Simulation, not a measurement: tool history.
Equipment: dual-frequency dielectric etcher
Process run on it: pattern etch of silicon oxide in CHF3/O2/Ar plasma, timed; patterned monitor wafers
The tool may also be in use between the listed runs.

| run | hour | source power (W) | bias power (W) | etch time (s) | mean etch depth across the wafer (nm) |
|---|---|---|---|---|---|
| 1 | 0.0 | 540 | 190 | 639.5 | 1126.2 |
| 2 | 4.5 | 540 | 219 | 639.5 | 1197.3 |
| 3 | 7.7 | 560 | 220 | 639.5 | 1216.7 |
| 4 | 16.6 | 460 | 220 | 639.5 | 1114.1 |
| 5 | 19.7 | 490 | 221 | 639.5 | 1145.5 |
| 6 | 23.8 | 540 | 221 | 639.5 | 1190.5 |

Expected results for the next run?
| 7 | 25.0 | 560 | 222 | 639.5 | ? |

{"run 7": {"mean etch depth across the wafer (nm)": 1226.9}}
